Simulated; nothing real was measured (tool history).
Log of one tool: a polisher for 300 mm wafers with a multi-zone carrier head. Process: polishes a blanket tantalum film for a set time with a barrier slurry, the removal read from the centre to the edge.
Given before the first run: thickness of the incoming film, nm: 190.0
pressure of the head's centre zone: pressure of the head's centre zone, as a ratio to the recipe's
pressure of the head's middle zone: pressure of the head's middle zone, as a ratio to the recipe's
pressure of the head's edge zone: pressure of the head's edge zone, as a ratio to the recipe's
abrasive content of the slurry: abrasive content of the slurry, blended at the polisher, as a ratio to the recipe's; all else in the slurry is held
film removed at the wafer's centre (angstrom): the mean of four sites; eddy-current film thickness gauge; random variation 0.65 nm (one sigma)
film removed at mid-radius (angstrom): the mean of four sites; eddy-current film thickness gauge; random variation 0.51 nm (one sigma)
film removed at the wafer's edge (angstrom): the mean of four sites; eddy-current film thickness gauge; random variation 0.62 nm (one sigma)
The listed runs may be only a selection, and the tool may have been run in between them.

| run | day | flow of slurry (ml/min) | pressure of the head's centre zone | pressure of the head's middle zone | pressure of the head's edge zone | abrasive content of the slurry | polishing time (s) | film removed at the wafer's centre (angstrom) | film removed at mid-radius (angstrom) | film removed at the wafer's edge (angstrom) |
|---|---|---|---|---|---|---|---|---|---|---|
| 1 | 0 | 130 | 1 | 1 | 1 | 1 | 49 | 825.05 | 826.94 | 804.86 |
| 2 | 0.142 | 130 | 1 | 1 | 1 | 1 | 54 | 901.25 | 909.34 | 895.45 |
| 3 | 0.233 | 115 | 1 | 1 | 1 | 1 | 54 | 878.92 | 901.83 | 879.11 |
| 4 | 0.454 | 115 | 1 | 0.96 | 1 | 0.9 | 54 | 854.75 | 846.64 | 872.44 |
| 5 | 0.704 | 115 | 1.04 | 0.96 | 1 | 0.9 | 54 | 890.49 | 845.84 | 878.04 |
| 6 | 0.946 | 115 | 1.04 | 1.03 | 1 | 0.9 | 54 | 899.04 | 886.43 | 874.36 |
| 7 | 1.062 | 115 | 1.04 | 1.03 | 1 | 0.9 | 54 | 902.45 | 886.53 | 870.48 |
| 8 | 1.404 | 110 | 1.04 | 0.99 | 0.98 | 0.8 | 54 | 870.66 | 841.55 | 830.46 |
| 9 | 1.554 | 105 | 1.04 | 0.95 | 0.99 | 0.75 | 54 | 846.69 | 801.29 | 822.05 |
| 10 | 1.817 | 100 | 1.04 | 0.92 | 1 | 0.7 | 54 | 834.17 | 764.44 | 817.73 |
| 11 | 1.983 | 95 | 1.03 | 0.9 | 1 | 0.65 | 54 | 788.81 | 737.59 | 802.15 |
| 12 | 2.162 | 95 | 1.03 | 0.88 | 0.99 | 0.65 | 54 | 800.87 | 734.38 | 792.38 |
| 13 | 2.325 | 95 | 1.03 | 0.88 | 0.99 | 0.65 | 54 | 796.51 | 731.9 | 802.88 |
| 14 | 2.525 | 95 | 1.03 | 0.87 | 0.99 | 0.6 | 54 | 785.99 | 713.52 | 790.23 |
| 15 | 2.554 | 95 | 1.03 | 0.86 | 0.99 | 0.6 | 54 | 800.03 | 712.32 | 786.93 |
| 16 | 2.838 | 90 | 1.02 | 0.85 | 0.99 | 0.6 | 54 | 772.43 | 702.95 | 780.65 |

What will run 17 give?
| 17 | 3.079 | 90 | 1.02 | 0.84 | 0.99 | 0.6 | 54 | ? | ? | ? |

{"run 17": {"film removed at the wafer's centre (angstrom)": 771.87, "film removed at mid-radius (angstrom)": 713.47, "film removed at the wafer's edge (angstrom)": 780.46}}
